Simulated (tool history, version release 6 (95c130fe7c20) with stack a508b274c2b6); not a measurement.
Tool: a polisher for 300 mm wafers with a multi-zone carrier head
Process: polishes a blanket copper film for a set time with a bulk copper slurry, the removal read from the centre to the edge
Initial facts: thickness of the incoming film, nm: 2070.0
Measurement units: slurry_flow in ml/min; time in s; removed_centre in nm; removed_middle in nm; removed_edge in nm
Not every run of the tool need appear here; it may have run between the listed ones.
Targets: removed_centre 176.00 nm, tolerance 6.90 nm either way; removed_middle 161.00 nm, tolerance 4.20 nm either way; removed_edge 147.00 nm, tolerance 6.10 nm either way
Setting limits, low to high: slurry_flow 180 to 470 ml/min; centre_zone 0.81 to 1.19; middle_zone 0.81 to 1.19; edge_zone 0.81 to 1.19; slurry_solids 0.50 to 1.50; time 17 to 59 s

{"run": 1, "hour": 0.0, "slurry_flow": 300, "centre_zone": 1.0, "middle_zone": 1.0, "edge_zone": 1.0, "slurry_solids": 1.0, "time": 38, "removed_centre": 252.29, "removed_middle": 239.99, "removed_edge": 239.77}
{"run": 2, "hour": 4.1, "slurry_flow": 300, "centre_zone": 1.01, "middle_zone": 1.0, "edge_zone": 0.98, "slurry_solids": 0.95, "time": 36, "removed_centre": 239.69, "removed_middle": 226.28, "removed_edge": 225.21}
{"run": 3, "hour": 5.3, "slurry_flow": 305, "centre_zone": 1.02, "middle_zone": 1.01, "edge_zone": 0.96, "slurry_solids": 0.9, "time": 34, "removed_centre": 228.27, "removed_middle": 210.21, "removed_edge": 208.61}
{"run": 4, "hour": 13.7, "slurry_flow": 250, "centre_zone": 1.02, "middle_zone": 1.01, "edge_zone": 0.96, "slurry_solids": 0.9, "time": 34, "removed_centre": 224.47, "removed_middle": 207.65, "removed_edge": 202.05}
{"run": 5, "hour": 17.0, "slurry_flow": 185, "centre_zone": 1.02, "middle_zone": 1.01, "edge_zone": 0.96, "slurry_solids": 0.9, "time": 34, "removed_centre": 206.08, "removed_middle": 198.55, "removed_edge": 190.25}
{"run": 6, "hour": 25.1, "slurry_flow": 185, "centre_zone": 1.02, "middle_zone": 1.01, "edge_zone": 0.94, "slurry_solids": 0.85, "time": 33, "removed_centre": 204.15, "removed_middle": 189.45, "removed_edge": 184.01}
{"run": 7, "hour": 32.8, "slurry_flow": 185, "centre_zone": 1.02, "middle_zone": 1.02, "edge_zone": 0.93, "slurry_solids": 0.8, "time": 32, "removed_centre": 191.43, "removed_middle": 183.08, "removed_edge": 173.34}
{"run": 8, "hour": 36.9, "slurry_flow": 185, "centre_zone": 1.02, "middle_zone": 1.02, "edge_zone": 0.92, "slurry_solids": 0.75, "time": 32, "removed_centre": 193.02, "removed_middle": 179.78, "removed_edge": 172.26}
{"run": 9, "hour": 38.1, "slurry_flow": 185, "centre_zone": 1.02, "middle_zone": 1.03, "edge_zone": 0.91, "slurry_solids": 0.7, "time": 32, "removed_centre": 187.58, "removed_middle": 179.46, "removed_edge": 165.81}
{"hour": 43.0, "done": "centre zone pressure recalibrated"}
{"run": 10, "hour": 43.0, "slurry_flow": 185, "centre_zone": 1.02, "middle_zone": 1.03, "edge_zone": 0.9, "slurry_solids": 0.65, "time": 32, "removed_centre": 170.71, "removed_middle": 177.33, "removed_edge": 167.16}
{"run": 11, "hour": 49.3, "slurry_flow": 215, "centre_zone": 1.12, "middle_zone": 1.04, "edge_zone": 0.86, "slurry_solids": 0.7, "time": 26, "removed_centre": 164.9, "removed_middle": 150.28, "removed_edge": 139.23}
{"run": 12, "hour": 57.5, "slurry_flow": 225, "centre_zone": 1.12, "middle_zone": 1.04, "edge_zone": 0.86, "slurry_solids": 0.7, "time": 26, "removed_centre": 162.73, "removed_middle": 150.59, "removed_edge": 138.88}

5 candidate next runs follow, results not yet known. Just one meets every target within its allowed miss. Identify it.
{"run": "A", "hour": 65.7, "slurry_flow": 235, "centre_zone": 1.05, "middle_zone": 1.06, "edge_zone": 0.93, "slurry_solids": 0.7, "time": 26, "removed_centre": "?", "removed_middle": "?", "removed_edge": "?"}
{"run": "B", "hour": 65.7, "slurry_flow": 240, "centre_zone": 1.01, "middle_zone": 0.97, "edge_zone": 1.01, "slurry_solids": 0.5, "time": 27, "removed_centre": "?", "removed_middle": "?", "removed_edge": "?"}
{"run": "C", "hour": 65.7, "slurry_flow": 205, "centre_zone": 1.08, "middle_zone": 1.19, "edge_zone": 0.81, "slurry_solids": 0.8, "time": 25, "removed_centre": "?", "removed_middle": "?", "removed_edge": "?"}
{"run": "D", "hour": 65.7, "slurry_flow": 235, "centre_zone": 1.15, "middle_zone": 1.06, "edge_zone": 0.89, "slurry_solids": 0.8, "time": 26, "removed_centre": "?", "removed_middle": "?", "removed_edge": "?"}
{"run": "E", "hour": 65.7, "slurry_flow": 230, "centre_zone": 0.99, "middle_zone": 1.07, "edge_zone": 0.86, "slurry_solids": 0.6, "time": 28, "removed_centre": "?", "removed_middle": "?", "removed_edge": "?"}

move=A removed_centre=154.78 removed_middle=155.39 removed_edge=144.59
move=B removed_centre=144.21 removed_middle=139.72 removed_edge=144.68
move=C removed_centre=154.07 removed_middle=166.30 removed_edge=133.87
move=D removed_centre=174.64 removed_middle=159.90 removed_edge=146.48
move=E removed_centre=151.44 removed_middle=162.73 removed_edge=146.05
A: lands further from the targets than the last run did
B: lands further from the targets than the last run did
C: the result that was furthest off in the last run now lies on the other side of its target
D: every result within its allowed miss
E: meets the target for the result that was furthest off, but another lies outside its allowed miss
So the answer is move D, the one that meets all the targets.
